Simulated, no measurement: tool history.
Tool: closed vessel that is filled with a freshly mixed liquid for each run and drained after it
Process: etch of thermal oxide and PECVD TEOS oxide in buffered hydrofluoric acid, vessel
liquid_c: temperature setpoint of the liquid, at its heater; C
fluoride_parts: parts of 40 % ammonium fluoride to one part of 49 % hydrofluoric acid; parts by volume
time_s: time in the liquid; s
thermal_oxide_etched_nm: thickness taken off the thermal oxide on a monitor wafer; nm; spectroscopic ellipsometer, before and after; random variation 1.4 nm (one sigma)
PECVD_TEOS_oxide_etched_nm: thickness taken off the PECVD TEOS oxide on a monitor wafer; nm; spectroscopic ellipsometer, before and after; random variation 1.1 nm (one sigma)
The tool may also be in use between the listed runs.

run    day  liquid_c  fluoride_parts  time_s  thermal_oxide_etched_nm  PECVD_TEOS_oxide_etched_nm
  1  0.000      23.0            11.0      60                   61.600                      62.895
  2  0.079      25.5             9.0      60                   83.562                      85.965
  3  0.417      27.0             8.0      60                  103.750                     104.590
  4  0.733      24.5             8.0      60                   89.265                      92.492
  5  0.954      24.5             5.5      60                  126.250                     131.560
  6  1.008      24.5             5.5      45                   95.318                      97.233
  7  1.308      28.5             5.0      50                  143.020                     145.910

The next listed run, before its measurement:
  8  1.350      28.5             5.0      50                        ?                           ?

thermal_oxide_etched_nm: 141.020 nm
PECVD_TEOS_oxide_etched_nm: 145.970 nm

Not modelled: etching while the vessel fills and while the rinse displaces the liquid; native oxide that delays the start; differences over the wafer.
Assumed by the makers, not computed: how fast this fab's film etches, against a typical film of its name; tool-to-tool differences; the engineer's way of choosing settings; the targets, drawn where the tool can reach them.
